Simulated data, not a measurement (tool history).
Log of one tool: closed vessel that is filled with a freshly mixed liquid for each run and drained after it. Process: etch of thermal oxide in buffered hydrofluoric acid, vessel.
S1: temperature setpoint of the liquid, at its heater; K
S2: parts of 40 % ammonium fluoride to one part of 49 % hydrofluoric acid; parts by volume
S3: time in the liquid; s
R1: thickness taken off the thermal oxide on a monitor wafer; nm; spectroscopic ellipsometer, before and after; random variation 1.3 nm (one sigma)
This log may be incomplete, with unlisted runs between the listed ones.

run    day      S1    S2   S3      R1
  1      0  297.15  11.5  100  112.75
  2  0.146  297.15  11.5  105  119.41
  3  0.329  297.15  13.5  105  99.345
  4  0.483  297.15  16.5  105  82.455
  5  0.675  300.65  16.5  105  99.203
  6      1  302.15    16  105  109.51
  7   1.15  305.15  14.5  105  140.97

Run 8 comes next. What will it give?
  8  1.288  305.15  14.5  105   ?

R1: 141.16 nm
